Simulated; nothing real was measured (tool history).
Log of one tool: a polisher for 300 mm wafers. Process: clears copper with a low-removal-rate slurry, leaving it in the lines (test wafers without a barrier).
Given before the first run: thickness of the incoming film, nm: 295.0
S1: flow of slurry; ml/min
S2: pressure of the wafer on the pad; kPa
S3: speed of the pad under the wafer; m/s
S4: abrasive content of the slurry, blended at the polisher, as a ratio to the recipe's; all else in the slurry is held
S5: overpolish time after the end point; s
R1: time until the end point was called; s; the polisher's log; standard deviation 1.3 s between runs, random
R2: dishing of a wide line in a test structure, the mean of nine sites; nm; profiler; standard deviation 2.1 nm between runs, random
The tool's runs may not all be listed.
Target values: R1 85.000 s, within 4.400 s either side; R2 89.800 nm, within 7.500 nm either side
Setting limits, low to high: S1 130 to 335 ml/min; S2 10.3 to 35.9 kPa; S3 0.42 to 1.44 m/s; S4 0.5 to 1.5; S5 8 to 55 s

run	hour	S1	S2	S3	S4	S5	R1	R2
1	0.0	215	22.8	0.92	1.0	28	115.670	48.791
2	1.8	180	22.8	0.92	1.0	28	116.510	51.178
3	5.1	180	24.8	0.92	1.0	30	111.540	55.829
4	9.9	180	30.3	0.92	1.0	30	92.145	64.463
5	11.4	180	31.0	0.92	1.0	32	91.954	70.026
6	12.9	180	31.7	0.92	1.0	33	91.628	74.319
# hour 18.0: slurry nozzle cleaned
7	18.0	180	31.7	0.92	1.0	33	87.638	74.961
8	19.5	180	31.7	0.92	1.0	34	86.011	76.946
9	24.6	175	31.7	0.92	1.0	35	90.457	80.503

4 next moves are on the table. One of them brings every result within its allowed miss. Which?
A	29.7	170	33.8	0.74	1.2	41	?	?
B	29.7	130	33.1	0.88	1.1	30	?	?
C	29.7	175	31.7	0.78	1.0	47	?	?
D	29.7	175	30.3	0.96	1.2	38	?	?

move	R1	R2
A	95.771	79.670
B	89.120	65.382
C	101.760	84.214
D	83.903	82.675
A: further off than the last run
B: brings the last run's worst result on target, with another outside its allowed miss
C: further off than the last run
D: in spec on every target
Correct choice: D, which meets every target

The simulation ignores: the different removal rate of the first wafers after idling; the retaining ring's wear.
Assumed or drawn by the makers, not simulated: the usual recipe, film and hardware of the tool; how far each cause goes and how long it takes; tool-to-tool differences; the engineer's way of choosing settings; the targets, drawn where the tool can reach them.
